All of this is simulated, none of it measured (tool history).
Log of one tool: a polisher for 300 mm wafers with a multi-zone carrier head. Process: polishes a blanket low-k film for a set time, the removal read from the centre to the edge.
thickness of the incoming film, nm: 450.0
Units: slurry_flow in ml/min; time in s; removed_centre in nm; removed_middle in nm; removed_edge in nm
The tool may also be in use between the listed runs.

{"run": 1, "day": 0.0, "slurry_flow": 205, "centre_zone": 1, "middle_zone": 1, "edge_zone": 1, "slurry_solids": 1, "time": 56, "removed_centre": 22.074, "removed_middle": 22.449, "removed_edge": 21.928}
{"run": 2, "day": 0.217, "slurry_flow": 210, "centre_zone": 1.02, "middle_zone": 1, "edge_zone": 1.02, "slurry_solids": 1.05, "time": 56, "removed_centre": 23.556, "removed_middle": 22.964, "removed_edge": 22.35}
{"run": 3, "day": 0.562, "slurry_flow": 210, "centre_zone": 1.02, "middle_zone": 1, "edge_zone": 1.02, "slurry_solids": 1.25, "time": 56, "removed_centre": 24.929, "removed_middle": 24.411, "removed_edge": 24.448}
{"run": 4, "day": 0.862, "slurry_flow": 215, "centre_zone": 1.03, "middle_zone": 1, "edge_zone": 1.03, "slurry_solids": 1.25, "time": 56, "removed_centre": 25.566, "removed_middle": 24.598, "removed_edge": 24.724}
{"run": 5, "day": 1.225, "slurry_flow": 220, "centre_zone": 1.04, "middle_zone": 1, "edge_zone": 1.04, "slurry_solids": 1.25, "time": 56, "removed_centre": 26.004, "removed_middle": 25.002, "removed_edge": 24.504}
{"run": 6, "day": 1.379, "slurry_flow": 220, "centre_zone": 1.04, "middle_zone": 1, "edge_zone": 0.97, "slurry_solids": 1.25, "time": 56, "removed_centre": 26.128, "removed_middle": 25.014, "removed_edge": 24.378}
{"run": 7, "day": 1.675, "slurry_flow": 225, "centre_zone": 1.04, "middle_zone": 0.99, "edge_zone": 0.98, "slurry_solids": 1.25, "time": 56, "removed_centre": 25.882, "removed_middle": 25.371, "removed_edge": 24.365}

The next listed run, before its measurement:
{"run": 8, "day": 2.038, "slurry_flow": 215, "centre_zone": 1.1, "middle_zone": 0.92, "edge_zone": 1.07, "slurry_solids": 1.35, "time": 56, "removed_centre": "?", "removed_middle": "?", "removed_edge": "?"}

removed_centre: 28.463 nm
removed_middle: 23.634 nm
removed_edge: 25.982 nm

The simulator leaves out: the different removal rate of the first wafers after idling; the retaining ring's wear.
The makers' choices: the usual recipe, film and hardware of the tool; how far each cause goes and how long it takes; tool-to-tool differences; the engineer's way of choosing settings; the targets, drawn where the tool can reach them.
